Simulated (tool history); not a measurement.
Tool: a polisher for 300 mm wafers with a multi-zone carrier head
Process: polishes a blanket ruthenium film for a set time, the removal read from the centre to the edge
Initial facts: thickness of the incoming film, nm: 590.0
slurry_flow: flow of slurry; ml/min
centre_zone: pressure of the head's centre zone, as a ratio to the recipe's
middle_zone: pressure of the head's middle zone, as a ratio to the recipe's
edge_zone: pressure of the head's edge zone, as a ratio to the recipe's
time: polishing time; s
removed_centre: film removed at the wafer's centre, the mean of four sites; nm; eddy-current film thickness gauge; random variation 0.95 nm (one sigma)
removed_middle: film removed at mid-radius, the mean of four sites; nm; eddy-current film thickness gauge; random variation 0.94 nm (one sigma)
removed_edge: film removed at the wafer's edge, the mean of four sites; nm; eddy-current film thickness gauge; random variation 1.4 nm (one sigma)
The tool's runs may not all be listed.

run  hour  slurry_flow  centre_zone  middle_zone  edge_zone  time  removed_centre  removed_middle  removed_edge
  1   0.0          315         1.00         1.00       1.00    56          88.352          79.671        78.840
  2   5.7          315         1.00         1.00       1.00    44          68.875          62.916        62.540
  3   8.9          315         1.00         1.00       1.00    33          51.860          47.246        46.969
  4  16.0          315         1.00         1.01       1.03    40          61.647          57.635        57.805
  5  20.2          315         1.00         1.01       1.03    49          77.011          69.918        70.995
  6  21.4          315         1.00         0.93       1.03    49          77.692          65.753        72.182

Estimate the outcome of run 7 from the log above:
  7  23.7          315         1.00         0.93       1.03    49               ?               ?             ?

Logged for run 7: removed_centre 76.105 nm, removed_middle 66.314 nm, removed_edge 69.881 nm.
